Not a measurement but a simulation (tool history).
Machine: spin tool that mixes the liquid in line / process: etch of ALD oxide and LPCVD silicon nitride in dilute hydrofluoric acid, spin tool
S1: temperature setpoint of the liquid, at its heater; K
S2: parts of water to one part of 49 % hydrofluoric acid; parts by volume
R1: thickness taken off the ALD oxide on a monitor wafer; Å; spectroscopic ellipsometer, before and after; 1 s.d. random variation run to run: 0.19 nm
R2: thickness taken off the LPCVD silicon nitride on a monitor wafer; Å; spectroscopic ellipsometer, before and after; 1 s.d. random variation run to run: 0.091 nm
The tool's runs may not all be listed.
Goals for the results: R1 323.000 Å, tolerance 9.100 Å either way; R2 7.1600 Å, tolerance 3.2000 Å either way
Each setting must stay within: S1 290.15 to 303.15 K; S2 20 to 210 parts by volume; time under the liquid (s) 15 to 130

run 1 hour=0.0 | S1=295.15 S2=115 time_under_the_liquid_(s)=65 | R1=101.270 R2=2.8132
run 2 hour=0.7 | S1=297.15 S2=90 time_under_the_liquid_(s)=65 | R1=144.210 R2=3.9451
run 3 hour=1.6 | S1=297.15 S2=90 time_under_the_liquid_(s)=40 | R1=88.549 R2=1.6928
run 4 hour=7.9 | S1=295.15 S2=90 time_under_the_liquid_(s)=40 | R1=81.606 R2=1.9737
run 5 hour=11.3 | S1=297.65 S2=90 time_under_the_liquid_(s)=40 | R1=90.376 R2=2.3276
run 6 hour=14.3 | S1=297.65 S2=65 time_under_the_liquid_(s)=40 | R1=129.630 R2=3.5450
run 7 hour=15.9 | S1=299.15 S2=50 time_under_the_liquid_(s)=40 | R1=182.130 R2=3.8360
run 8 hour=24.1 | S1=300.15 S2=45 time_under_the_liquid_(s)=40 | R1=213.190 R2=6.3047
run 9 hour=30.0 | S1=300.65 S2=40 time_under_the_liquid_(s)=40 | R1=245.510 R2=6.3836
run 10 hour=37.3 | S1=301.15 S2=40 time_under_the_liquid_(s)=40 | R1=250.800 R2=6.4479
run 11 hour=41.2 | S1=301.65 S2=40 time_under_the_liquid_(s)=40 | R1=258.350 R2=7.8919
run 12 hour=42.7 | S1=302.15 S2=35 time_under_the_liquid_(s)=40 | R1=301.960 R2=8.2748
run 13 hour=50.6 | S1=302.65 S2=35 time_under_the_liquid_(s)=40 | R1=309.370 R2=9.4578
run 14 hour=55.6 | S1=302.65 S2=30 time_under_the_liquid_(s)=40 | R1=361.270 R2=7.4688
run 15 hour=59.9 | S1=302.15 S2=30 time_under_the_liquid_(s)=40 | R1=354.360 R2=10.3750
-- hour=62.3 hydrofluoric acid flow meter replaced
run 16 hour=62.3 | S1=303.15 S2=45 time_under_the_liquid_(s)=40 | R1=254.830 R2=8.3472
run 17 hour=68.4 | S1=299.15 S2=35 time_under_the_liquid_(s)=40 | R1=284.000 R2=7.2480
run 18 hour=74.5 | S1=297.15 S2=20 time_under_the_liquid_(s)=40 | R1=465.730 R2=10.6380
run 19 hour=81.3 | S1=301.15 S2=20 time_under_the_liquid_(s)=40 | R1=549.660 R2=14.6050
run 20 hour=83.8 | S1=301.15 S2=20 time_under_the_liquid_(s)=40 | R1=547.640 R2=11.0840
run 21 hour=92.5 | S1=297.15 S2=40 time_under_the_liquid_(s)=40 | R1=223.970 R2=5.9596
run 22 hour=96.1 | S1=298.65 S2=40 time_under_the_liquid_(s)=40 | R1=241.130 R2=6.2386
run 23 hour=98.8 | S1=299.65 S2=40 time_under_the_liquid_(s)=40 | R1=252.240 R2=6.4157
run 24 hour=102.2 | S1=300.15 S2=35 time_under_the_liquid_(s)=40 | R1=295.860 R2=7.4845

Which single option among these 4 for the next run brings every result within its allowed miss of target? Just one does.
run A hour=105.6 | S1=297.15 S2=25 time_under_the_liquid_(s)=35 | R1=? R2=?
run B hour=105.6 | S1=303.15 S2=105 time_under_the_liquid_(s)=100 | R1=? R2=?
run C hour=105.6 | S1=302.15 S2=60 time_under_the_liquid_(s)=60 | R1=? R2=?
run D hour=105.6 | S1=300.65 S2=55 time_under_the_liquid_(s)=60 | R1=? R2=?

move=A R1=323.660 R2=7.7244
move=B R1=249.960 R2=7.9758
move=C R1=269.500 R2=7.8546
move=D R1=279.100 R2=7.7646
A: in spec on every target
B: its largest miss is bigger than the last run's
C: its largest miss is bigger than the last run's
D: its largest miss is bigger than the last run's
Correct choice: A, which meets every target
